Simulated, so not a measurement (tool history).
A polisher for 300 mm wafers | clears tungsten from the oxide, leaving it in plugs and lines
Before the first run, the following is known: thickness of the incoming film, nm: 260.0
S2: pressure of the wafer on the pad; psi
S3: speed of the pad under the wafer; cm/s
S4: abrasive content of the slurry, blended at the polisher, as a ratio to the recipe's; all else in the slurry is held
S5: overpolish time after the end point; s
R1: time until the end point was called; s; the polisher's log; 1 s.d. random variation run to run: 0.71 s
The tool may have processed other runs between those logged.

Run 1, day 0.000: flow of slurry (ml/min) 160, S2 2.7 psi, S3 104 cm/s, S4 1.00, S5 6 s. Result: R1 70.585 s.
Run 2, day 0.312: flow of slurry (ml/min) 155, S2 2.5 psi, S3 104 cm/s, S4 1.00, S5 6 s. Result: R1 76.381 s.
Run 3, day 0.554: flow of slurry (ml/min) 155, S2 2.5 psi, S3 104 cm/s, S4 0.85, S5 6 s. Result: R1 78.464 s.
Run 4, day 0.754: flow of slurry (ml/min) 150, S2 2.4 psi, S3 104 cm/s, S4 0.85, S5 6 s. Result: R1 80.977 s.
Run 5, day 1.062: flow of slurry (ml/min) 150, S2 2.4 psi, S3 122 cm/s, S4 0.85, S5 6 s. Result: R1 72.716 s.
At day 1.304: slurry blender recalibrated.
Run 6, day 1.304: flow of slurry (ml/min) 150, S2 2.4 psi, S3 122 cm/s, S4 0.85, S5 6 s. Result: R1 69.222 s.

Forecast run 7:
Run 7, day 1.338: flow of slurry (ml/min) 130, S2 1.7 psi, S3 122 cm/s, S4 0.85, S5 6 s. Result: R1 ?.

Run 7 yielded R1 97.834 s.
